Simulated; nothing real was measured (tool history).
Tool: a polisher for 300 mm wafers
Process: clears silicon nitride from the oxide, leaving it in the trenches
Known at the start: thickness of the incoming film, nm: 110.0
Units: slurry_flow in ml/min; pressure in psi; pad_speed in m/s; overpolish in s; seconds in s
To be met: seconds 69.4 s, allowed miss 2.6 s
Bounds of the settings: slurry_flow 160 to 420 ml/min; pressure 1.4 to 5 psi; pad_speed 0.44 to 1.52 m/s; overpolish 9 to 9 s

{"run": 1, "hour": 0.0, "slurry_flow": 270, "pressure": 3.2, "pad_speed": 0.98, "overpolish": 9, "seconds": 101.41}
{"run": 2, "hour": 2.6, "slurry_flow": 270, "pressure": 3.6, "pad_speed": 0.98, "overpolish": 9, "seconds": 92.225}
{"run": 3, "hour": 6.3, "slurry_flow": 270, "pressure": 3.6, "pad_speed": 0.98, "overpolish": 9, "seconds": 90.699}
{"run": 4, "hour": 7.2, "slurry_flow": 310, "pressure": 3.6, "pad_speed": 0.98, "overpolish": 9, "seconds": 89.603}
{"run": 5, "hour": 13.0, "slurry_flow": 310, "pressure": 4.2, "pad_speed": 0.98, "overpolish": 9, "seconds": 78.569}
{"run": 6, "hour": 14.0, "slurry_flow": 310, "pressure": 4.2, "pad_speed": 0.98, "overpolish": 9, "seconds": 78.599}
{"run": 7, "hour": 20.3, "slurry_flow": 310, "pressure": 4.2, "pad_speed": 0.98, "overpolish": 9, "seconds": 77.239}
{"run": 8, "hour": 21.1, "slurry_flow": 310, "pressure": 4.3, "pad_speed": 0.98, "overpolish": 9, "seconds": 76.88}
{"run": 9, "hour": 26.3, "slurry_flow": 310, "pressure": 4.4, "pad_speed": 0.98, "overpolish": 9, "seconds": 75.045}
{"run": 10, "hour": 32.8, "slurry_flow": 310, "pressure": 4.5, "pad_speed": 0.98, "overpolish": 9, "seconds": 72.948}

Which of these 4 next moves meets every target?
{"run": "A", "hour": 39.3, "slurry_flow": 275, "pressure": 3.7, "pad_speed": 1.08, "overpolish": 9, "seconds": "?"}
{"run": "B", "hour": 39.3, "slurry_flow": 315, "pressure": 4.1, "pad_speed": 1.24, "overpolish": 9, "seconds": "?"}
{"run": "C", "hour": 39.3, "slurry_flow": 295, "pressure": 4.4, "pad_speed": 1.14, "overpolish": 9, "seconds": "?"}
{"run": "D", "hour": 39.3, "slurry_flow": 305, "pressure": 4.3, "pad_speed": 1.08, "overpolish": 9, "seconds": "?"}

move=A seconds=80.752
move=B seconds=63.059
move=C seconds=64.259
move=D seconds=69.062
A: further off than the last run
B: takes the result that was furthest off past its target
C: takes the result that was furthest off past its target
D: meets every target
Move D is the one to make.
